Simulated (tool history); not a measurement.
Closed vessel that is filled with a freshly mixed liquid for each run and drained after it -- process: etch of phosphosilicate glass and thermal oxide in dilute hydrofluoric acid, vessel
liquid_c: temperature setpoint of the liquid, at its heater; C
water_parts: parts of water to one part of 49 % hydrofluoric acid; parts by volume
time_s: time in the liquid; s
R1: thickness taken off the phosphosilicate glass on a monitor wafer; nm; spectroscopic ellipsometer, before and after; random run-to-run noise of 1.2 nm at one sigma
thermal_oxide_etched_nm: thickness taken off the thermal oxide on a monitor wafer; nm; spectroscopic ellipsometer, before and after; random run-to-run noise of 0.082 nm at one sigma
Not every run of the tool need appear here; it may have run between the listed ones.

Run 1, hour 0.0: liquid_c 23.0 C, water_parts 115 parts by volume, time_s 60 s. Result: R1 66.692 nm, thermal_oxide_etched_nm 2.2264 nm.
Run 2, hour 9.0: liquid_c 25.5 C, water_parts 100 parts by volume, time_s 60 s. Result: R1 87.443 nm, thermal_oxide_etched_nm 2.9978 nm.
Run 3, hour 15.2: liquid_c 25.5 C, water_parts 100 parts by volume, time_s 80 s. Result: R1 116.550 nm, thermal_oxide_etched_nm 3.8517 nm.
Run 4, hour 23.8: liquid_c 25.5 C, water_parts 100 parts by volume, time_s 90 s. Result: R1 133.450 nm, thermal_oxide_etched_nm 4.2859 nm.
Run 5, hour 25.6: liquid_c 25.5 C, water_parts 100 parts by volume, time_s 100 s. Result: R1 145.270 nm, thermal_oxide_etched_nm 4.8906 nm.
Run 6, hour 30.9: liquid_c 24.0 C, water_parts 100 parts by volume, time_s 100 s. Result: R1 136.690 nm, thermal_oxide_etched_nm 4.4910 nm.
Run 7, hour 36.7: liquid_c 27.0 C, water_parts 95 parts by volume, time_s 100 s. Result: R1 163.730 nm, thermal_oxide_etched_nm 5.3728 nm.

What will run 8 give?
Run 8, hour 43.7: liquid_c 26.5 C, water_parts 95 parts by volume, time_s 100 s. Result: R1 ?, thermal_oxide_etched_nm ?.

Run 8 produced R1 162.420 nm, thermal_oxide_etched_nm 5.5008 nm.

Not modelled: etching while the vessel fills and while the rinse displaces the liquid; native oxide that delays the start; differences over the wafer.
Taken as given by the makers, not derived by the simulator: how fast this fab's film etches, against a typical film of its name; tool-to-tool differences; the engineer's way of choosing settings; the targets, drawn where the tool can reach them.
